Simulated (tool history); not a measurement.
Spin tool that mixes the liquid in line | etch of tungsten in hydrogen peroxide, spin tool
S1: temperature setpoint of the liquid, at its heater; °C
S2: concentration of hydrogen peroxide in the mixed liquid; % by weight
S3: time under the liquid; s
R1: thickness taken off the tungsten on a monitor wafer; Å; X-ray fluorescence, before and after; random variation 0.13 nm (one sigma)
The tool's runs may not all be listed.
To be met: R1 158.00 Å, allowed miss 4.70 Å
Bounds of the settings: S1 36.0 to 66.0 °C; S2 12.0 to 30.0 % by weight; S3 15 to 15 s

run  hour    S1    S2  S3      R1
  1   0.0  52.0  21.0  15  268.84
  2   4.0  50.5  21.0  15  243.99
  3  12.1  44.5  21.0  15  168.49
  4  16.1  44.5  25.0  15  182.85
  5  20.4  39.0  25.0  15  128.32
  6  21.4  36.0  25.0  15  105.15
  7  27.4  36.0  25.0  15  105.78
  8  35.7  37.0  25.0  15  113.36
  9  44.7  38.0  25.0  15  121.67
 10  49.9  38.5  25.0  15  123.30
 11  50.9  39.0  25.0  15  128.86
 12  56.5  43.0  25.0  15  166.38

Which of these 4 next moves meets every target?
  A  62.1  41.0  24.0  15   ?
  B  62.1  41.0  26.0  15   ?
  C  62.1  46.5  16.5  15   ?
  D  62.1  42.0  26.0  15   ?

move      R1
   A  143.20
   B  149.04
   C  168.42
   D  158.97
A: takes the result that was furthest off past its target
B: takes the result that was furthest off past its target
C: further off than the last run
D: meets every target
The right move is D.
